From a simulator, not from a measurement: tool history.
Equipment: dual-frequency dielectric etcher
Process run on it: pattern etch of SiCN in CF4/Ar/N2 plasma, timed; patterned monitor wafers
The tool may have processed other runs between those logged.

| run | hour | source power (W) | bias power (W) | Ar flow (sccm) | CF4 flow (sccm) | etch time (s) | mean etch depth across the wafer (angstrom) |
|---|---|---|---|---|---|---|---|
| 1 | 0.0 | 540 | 89 | 88 | 66 | 84.5 | 896.43 |
| 2 | 8.9 | 540 | 89 | 88 | 55 | 84.5 | 885.17 |
| 3 | 11.2 | 590 | 90 | 88 | 55 | 84.5 | 952.43 |
| 4 | 13.9 | 630 | 91 | 88 | 55 | 84.5 | 1014.80 |
| 5 | 19.0 | 650 | 91 | 88 | 55 | 84.5 | 1045.80 |
| 6 | 26.6 | 650 | 77 | 88 | 55 | 84.5 | 998.79 |
| 7 | 31.7 | 680 | 78 | 88 | 55 | 84.5 | 1024.10 |
| 8 | 40.6 | 700 | 79 | 88 | 55 | 84.5 | 1067.00 |
| 9 | 44.7 | 710 | 79 | 88 | 55 | 84.5 | 1069.00 |
| 10 | 48.9 | 720 | 80 | 88 | 55 | 84.5 | 1091.60 |
| 11 | 51.1 | 720 | 80 | 88 | 55 | 84.5 | 1081.30 |

Run 12 is up next; what results do you expect?
| 12 | 54.6 | 730 | 81 | 88 | 55 | 84.5 | ? |

Run 12 yielded mean etch depth across the wafer (angstrom) 1111.00.

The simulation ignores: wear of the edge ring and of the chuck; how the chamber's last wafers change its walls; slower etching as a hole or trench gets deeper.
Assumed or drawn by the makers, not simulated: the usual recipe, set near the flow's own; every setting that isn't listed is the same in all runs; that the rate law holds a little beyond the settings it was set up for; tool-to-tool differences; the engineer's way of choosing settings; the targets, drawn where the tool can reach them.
